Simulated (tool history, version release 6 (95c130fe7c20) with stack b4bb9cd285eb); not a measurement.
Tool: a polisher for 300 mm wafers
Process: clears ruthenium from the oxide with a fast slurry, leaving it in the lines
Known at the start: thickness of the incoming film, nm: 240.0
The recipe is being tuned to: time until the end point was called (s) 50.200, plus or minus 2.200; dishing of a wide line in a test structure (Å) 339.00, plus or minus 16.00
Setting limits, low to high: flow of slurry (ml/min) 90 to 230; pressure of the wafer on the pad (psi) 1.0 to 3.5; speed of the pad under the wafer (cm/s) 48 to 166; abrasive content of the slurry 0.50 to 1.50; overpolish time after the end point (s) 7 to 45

| run | day | flow of slurry (ml/min) | pressure of the wafer on the pad (psi) | speed of the pad under the wafer (cm/s) | abrasive content of the slurry | overpolish time after the end point (s) | time until the end point was called (s) | dishing of a wide line in a test structure (Å) |
|---|---|---|---|---|---|---|---|---|
| 1 | 0.000 | 150 | 2.2 | 106 | 1.00 | 23 | 90.178 | 307.51 |
| 2 | 0.229 | 155 | 2.6 | 108 | 1.00 | 20 | 77.504 | 317.79 |
| 3 | 0.579 | 155 | 2.6 | 108 | 0.90 | 20 | 81.707 | 306.78 |
| 4 | 0.892 | 155 | 2.9 | 114 | 0.90 | 17 | 69.172 | 309.89 |
| 5 | 0.925 | 155 | 3.1 | 118 | 0.90 | 16 | 61.662 | 315.71 |
| 6 | 0.988 | 155 | 3.2 | 120 | 0.90 | 16 | 60.767 | 329.94 |
| 7 | 1.171 | 170 | 3.5 | 130 | 0.90 | 11 | 51.078 | 293.34 |
| 8 | 1.229 | 160 | 3.5 | 130 | 0.90 | 12 | 51.607 | 300.28 |

Which of these 4 next moves meets every target?
| A | 1.288 | 170 | 3.1 | 128 | 1.20 | 15 | ? | ? |
| B | 1.288 | 180 | 3.5 | 136 | 0.80 | 23 | ? | ? |
| C | 1.288 | 140 | 3.4 | 120 | 0.90 | 17 | ? | ? |
| D | 1.288 | 125 | 3.4 | 142 | 1.05 | 23 | ? | ? |

| move | time until the end point was called (s) | dishing of a wide line in a test structure (Å) |
|---|---|---|
| A | 49.045 | 343.27 |
| B | 49.400 | 396.31 |
| C | 56.356 | 341.24 |
| D | 45.358 | 404.49 |
A: every result within its allowed miss
B: pushes the last run's worst result past its target
C: corrects the largest miss of the last run, while another result sits out of spec
D: pushes the last run's worst result past its target
So the answer is move A, the one that meets all the targets.

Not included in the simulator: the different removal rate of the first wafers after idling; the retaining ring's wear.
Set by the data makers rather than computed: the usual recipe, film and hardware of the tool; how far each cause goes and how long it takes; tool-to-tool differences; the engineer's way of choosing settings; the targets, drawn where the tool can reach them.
